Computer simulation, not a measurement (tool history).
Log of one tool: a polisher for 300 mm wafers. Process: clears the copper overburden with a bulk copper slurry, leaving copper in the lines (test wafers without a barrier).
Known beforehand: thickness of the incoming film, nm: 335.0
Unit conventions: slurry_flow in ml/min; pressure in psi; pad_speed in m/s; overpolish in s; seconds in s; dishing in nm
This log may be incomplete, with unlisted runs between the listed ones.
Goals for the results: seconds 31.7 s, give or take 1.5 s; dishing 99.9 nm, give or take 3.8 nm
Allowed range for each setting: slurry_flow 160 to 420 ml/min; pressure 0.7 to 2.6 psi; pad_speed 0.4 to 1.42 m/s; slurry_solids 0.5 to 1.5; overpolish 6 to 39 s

run,hour,slurry_flow,pressure,pad_speed,slurry_solids,overpolish,seconds,dishing
1,0,270,1.6,0.9,1,20,60.518,61.008
2,6.6,270,1.6,0.78,1,20,70.777,56.273
3,9,335,1.6,0.78,1,20,70.149,56.726
4,17.8,290,1.6,0.78,1,20,69.614,55.104
5,24.8,345,1.6,0.78,1,20,68.264,56.186
6,32.8,345,1.4,0.78,1,20,77.098,52.564
7,35.7,345,1.7,0.84,1,20,61.29,60.948
8,38.5,345,1.9,0.88,1,20,54.157,67.546
9,45.2,345,2.1,0.94,1,20,46.94,76.238
10,51.8,345,2.2,0.98,1,20,43.062,78.649
11,57.4,345,2.3,1.02,1,20,40.145,82.418
12,61,345,2.4,1.04,1,20,37.857,85.902
13,69.3,345,2.5,1.06,1,20,35.917,88.085
14,71,345,2.5,1.08,1,20,34.739,88.932
15,72,345,2.5,1.1,1,20,35.148,89.603
16,73.8,345,2.5,1.12,1,20,33.247,90.157
17,76.3,350,2.6,1.12,1,21,33.296,96.824

Pick the move, out of 4, that brings all results within their allowed miss; only one does.
A,78.8,265,2.6,1.16,1.05,22,?,?
B,78.8,315,2.6,1.26,1.2,20,?,?
C,78.8,365,2.6,1.16,1.05,28,?,?
D,78.8,420,2.6,1.26,1,20,?,?

move,seconds,dishing
A,31.441,99.822
B,27.655,101.31
C,30.53,111.26
D,28.189,100.45
A: meets every target
B: the result that was furthest off in the last run now lies on the other side of its target
C: gets the furthest-off result to its target, but another result is out of tolerance
D: the result that was furthest off in the last run now lies on the other side of its target
So the answer is move A, the one that meets all the targets.
